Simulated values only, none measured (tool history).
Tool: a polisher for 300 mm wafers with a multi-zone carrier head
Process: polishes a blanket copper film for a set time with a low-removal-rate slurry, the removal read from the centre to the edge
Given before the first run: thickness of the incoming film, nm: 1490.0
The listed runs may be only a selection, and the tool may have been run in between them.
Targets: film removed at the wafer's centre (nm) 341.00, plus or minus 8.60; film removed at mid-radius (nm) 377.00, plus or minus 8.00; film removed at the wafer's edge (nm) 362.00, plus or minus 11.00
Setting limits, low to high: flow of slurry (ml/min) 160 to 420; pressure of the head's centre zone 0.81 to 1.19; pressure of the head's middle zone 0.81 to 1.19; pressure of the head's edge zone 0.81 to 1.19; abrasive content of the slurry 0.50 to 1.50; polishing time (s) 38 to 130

run	hour	flow of slurry (ml/min)	pressure of the head's centre zone	pressure of the head's middle zone	pressure of the head's edge zone	abrasive content of the slurry	polishing time (s)	film removed at the wafer's centre (nm)	film removed at mid-radius (nm)	film removed at the wafer's edge (nm)
1	0.0	270	1.00	1.00	1.00	1.00	84	241.96	248.09	245.08
2	4.9	270	1.00	1.00	1.00	0.90	84	235.50	239.05	234.85
3	8.6	280	1.01	1.03	1.03	1.00	86	250.80	262.40	258.13
4	11.3	295	1.03	1.06	1.05	1.10	86	260.09	269.41	264.05
5	19.7	300	1.03	1.08	1.06	1.15	89	274.19	287.90	279.17
6	27.3	300	1.03	1.08	1.06	1.15	70	214.19	226.72	217.04
7	31.8	300	1.03	1.08	1.06	1.15	70	214.94	228.58	218.01
8	40.3	305	1.03	1.10	1.08	1.20	75	235.12	250.22	243.73
9	45.7	310	1.03	1.12	1.08	1.25	79	251.63	272.54	252.51
10	50.2	310	1.03	1.12	1.08	1.25	79	252.01	270.32	255.20
11	53.9	315	1.03	1.13	1.10	1.30	82	262.51	287.48	267.51

Of the 4 settings listed for the next run, only one would bring every result within its allowed miss of target. Which one?
A	57.6	315	1.08	1.05	1.11	1.25	68	?	?	?
B	57.6	260	1.04	1.15	1.19	1.25	109	?	?	?
C	57.6	320	1.05	1.07	1.14	1.40	92	?	?	?
D	57.6	305	1.03	1.00	1.17	1.30	63	?	?	?

move	film removed at the wafer's centre (nm)	film removed at mid-radius (nm)	film removed at the wafer's edge (nm)
A	223.59	221.96	221.27
B	341.63	372.35	358.74
C	306.90	314.61	312.54
D	202.18	200.08	211.36
A: misses by more than the last run did
B: each result inside its tolerance
C: nearer than the last run, and not there yet
D: misses by more than the last run did
Correct choice: B, which meets every target
